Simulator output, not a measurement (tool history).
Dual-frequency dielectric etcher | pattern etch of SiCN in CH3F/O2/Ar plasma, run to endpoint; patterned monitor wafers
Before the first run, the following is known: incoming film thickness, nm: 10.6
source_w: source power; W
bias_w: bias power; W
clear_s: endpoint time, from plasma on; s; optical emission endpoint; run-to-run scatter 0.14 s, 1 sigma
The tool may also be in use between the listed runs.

run  hour  source_w  bias_w  clear_s
  1   0.0       400      82   28.901
  2   6.7       380      81   29.541
  3  13.3       380      95   28.101
  4  21.1       360      93   29.075
  5  27.4       360     104   27.861
  6  32.4       420     104   26.269
  7  37.1       340      88   30.278
  8  41.7       330      87   30.592

Run 9 is up next; what results do you expect?
  9  50.3       320      86        ?

Run 9 gave clear_s 31.032 s.
